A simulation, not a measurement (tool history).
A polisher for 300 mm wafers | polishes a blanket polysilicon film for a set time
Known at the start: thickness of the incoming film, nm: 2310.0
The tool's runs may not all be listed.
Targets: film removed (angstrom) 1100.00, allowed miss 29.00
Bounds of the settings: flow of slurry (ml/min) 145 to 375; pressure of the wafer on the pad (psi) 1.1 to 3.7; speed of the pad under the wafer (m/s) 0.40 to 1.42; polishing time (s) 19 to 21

| run | hour | flow of slurry (ml/min) | pressure of the wafer on the pad (psi) | speed of the pad under the wafer (m/s) | polishing time (s) | film removed (angstrom) |
|---|---|---|---|---|---|---|
| 1 | 0.0 | 240 | 2.4 | 0.90 | 21 | 1521.60 |
| 2 | 8.5 | 300 | 2.4 | 0.90 | 21 | 1538.10 |
| 3 | 16.0 | 300 | 2.2 | 0.90 | 21 | 1402.60 |
| 4 | 23.6 | 300 | 2.1 | 0.90 | 21 | 1318.60 |
| 5 | 27.1 | 300 | 2.4 | 0.90 | 21 | 1533.50 |
| 6 | 36.1 | 300 | 2.2 | 0.90 | 21 | 1388.00 |
| 7 | 39.3 | 300 | 2.1 | 0.90 | 21 | 1345.80 |
|  | 46.7 | slurry nozzle cleaned |
| 8 | 46.7 | 300 | 2.0 | 0.90 | 21 | 1277.00 |
| 9 | 55.3 | 300 | 1.9 | 0.90 | 21 | 1243.50 |
| 10 | 63.0 | 275 | 1.6 | 0.90 | 21 | 1031.50 |

Which of these 5 next moves meets every target?
| A | 70.7 | 360 | 1.4 | 1.00 | 20 | ? |
| B | 70.7 | 285 | 1.7 | 0.88 | 19 | ? |
| C | 70.7 | 310 | 1.6 | 0.82 | 21 | ? |
| D | 70.7 | 280 | 1.6 | 0.90 | 21 | ? |
| E | 70.7 | 205 | 1.8 | 0.86 | 21 | ? |

| move | film removed (angstrom) |
|---|---|
| A | 980.89 |
| B | 977.74 |
| C | 960.83 |
| D | 1040.00 |
| E | 1086.20 |
A: further off than the last run
B: further off than the last run
C: further off than the last run
D: nearer than the last run, and not there yet
E: meets every target
Move E is the one to make.
